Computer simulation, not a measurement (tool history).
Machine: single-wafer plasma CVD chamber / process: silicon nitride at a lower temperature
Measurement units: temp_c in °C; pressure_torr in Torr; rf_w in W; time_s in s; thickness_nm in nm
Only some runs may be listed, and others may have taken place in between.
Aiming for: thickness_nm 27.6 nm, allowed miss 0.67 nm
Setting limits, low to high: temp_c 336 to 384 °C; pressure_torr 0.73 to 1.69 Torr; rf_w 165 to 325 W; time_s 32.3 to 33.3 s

{"run": 1, "hour": 0.0, "temp_c": 360, "pressure_torr": 1.21, "rf_w": 245, "time_s": 32.3, "thickness_nm": 32.128}
{"run": 2, "hour": 0.6, "temp_c": 360, "pressure_torr": 1.31, "rf_w": 245, "time_s": 32.3, "thickness_nm": 32.5}
{"run": 3, "hour": 6.6, "temp_c": 360, "pressure_torr": 1.39, "rf_w": 245, "time_s": 32.3, "thickness_nm": 33.146}
{"run": 4, "hour": 12.2, "temp_c": 360, "pressure_torr": 1.32, "rf_w": 235, "time_s": 32.3, "thickness_nm": 31.359}
{"run": 5, "hour": 15.2, "temp_c": 360, "pressure_torr": 1.26, "rf_w": 230, "time_s": 32.3, "thickness_nm": 30.3}
{"run": 6, "hour": 18.5, "temp_c": 366, "pressure_torr": 1.26, "rf_w": 230, "time_s": 32.3, "thickness_nm": 30.345}
{"run": 7, "hour": 20.4, "temp_c": 366, "pressure_torr": 1.21, "rf_w": 225, "time_s": 32.3, "thickness_nm": 29.445}
{"run": 8, "hour": 25.1, "temp_c": 366, "pressure_torr": 1.18, "rf_w": 225, "time_s": 32.3, "thickness_nm": 29.161}
{"run": 9, "hour": 33.7, "temp_c": 366, "pressure_torr": 1.15, "rf_w": 225, "time_s": 32.3, "thickness_nm": 29.197}
{"run": 10, "hour": 38.3, "temp_c": 366, "pressure_torr": 1.12, "rf_w": 225, "time_s": 32.3, "thickness_nm": 28.805}
{"run": 11, "hour": 47.2, "temp_c": 366, "pressure_torr": 1.1, "rf_w": 225, "time_s": 32.3, "thickness_nm": 28.805}
{"run": 12, "hour": 55.5, "temp_c": 366, "pressure_torr": 1.08, "rf_w": 225, "time_s": 32.3, "thickness_nm": 28.66}
{"run": 13, "hour": 62.6, "temp_c": 366, "pressure_torr": 1.06, "rf_w": 225, "time_s": 32.3, "thickness_nm": 28.355}

4 next moves are on the table. One of them brings every result within its allowed miss. Which?
{"run": "A", "hour": 69.7, "temp_c": 352, "pressure_torr": 0.87, "rf_w": 220, "time_s": 33.3, "thickness_nm": "?"}
{"run": "B", "hour": 69.7, "temp_c": 367, "pressure_torr": 1.09, "rf_w": 220, "time_s": 33.2, "thickness_nm": "?"}
{"run": "C", "hour": 69.7, "temp_c": 368, "pressure_torr": 1.03, "rf_w": 225, "time_s": 33.3, "thickness_nm": "?"}
{"run": "D", "hour": 69.7, "temp_c": 373, "pressure_torr": 0.84, "rf_w": 250, "time_s": 32.3, "thickness_nm": "?"}

move=A thickness_nm=27.649
move=B thickness_nm=28.904
move=C thickness_nm=29.272
move=D thickness_nm=29.99
A: every result lands within tolerance
B: misses by more than the last run did
C: misses by more than the last run did
D: misses by more than the last run did
A meets every target.
